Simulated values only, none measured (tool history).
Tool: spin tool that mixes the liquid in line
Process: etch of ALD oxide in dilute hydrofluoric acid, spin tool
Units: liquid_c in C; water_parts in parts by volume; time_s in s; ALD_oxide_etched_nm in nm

| run | hour | liquid_c | water_parts | time_s | ALD_oxide_etched_nm |
|---|---|---|---|---|---|
| 1 | 0.0 | 25.0 | 45 | 45 | 10.030 |
| 2 | 6.2 | 25.0 | 45 | 45 | 10.077 |
| 3 | 7.7 | 27.0 | 45 | 45 | 10.949 |
| 4 | 12.6 | 29.0 | 45 | 45 | 11.836 |
| 5 | 13.2 | 30.0 | 45 | 45 | 12.298 |
| 6 | 17.0 | 30.0 | 45 | 45 | 12.385 |
| 7 | 23.6 | 30.0 | 45 | 45 | 12.300 |
| 8 | 25.9 | 30.5 | 45 | 45 | 12.585 |
| 9 | 27.6 | 31.0 | 45 | 45 | 12.790 |
| 10 | 32.3 | 31.5 | 45 | 45 | 13.045 |
| 11 | 41.0 | 33.0 | 35 | 45 | 18.079 |
| 12 | 41.5 | 32.5 | 35 | 45 | 17.777 |
| 13 | 47.5 | 32.0 | 35 | 45 | 17.364 |
| 14 | 51.4 | 31.5 | 35 | 45 | 17.095 |
|  | 53.4 | hydrofluoric acid flow meter replaced |
| 15 | 53.4 | 31.0 | 35 | 45 | 17.945 |
| 16 | 55.5 | 31.0 | 35 | 45 | 17.859 |

Run 17 comes next. What will it give?
| 17 | 64.3 | 30.5 | 35 | 45 | ? |

ALD_oxide_etched_nm: 17.612 nm
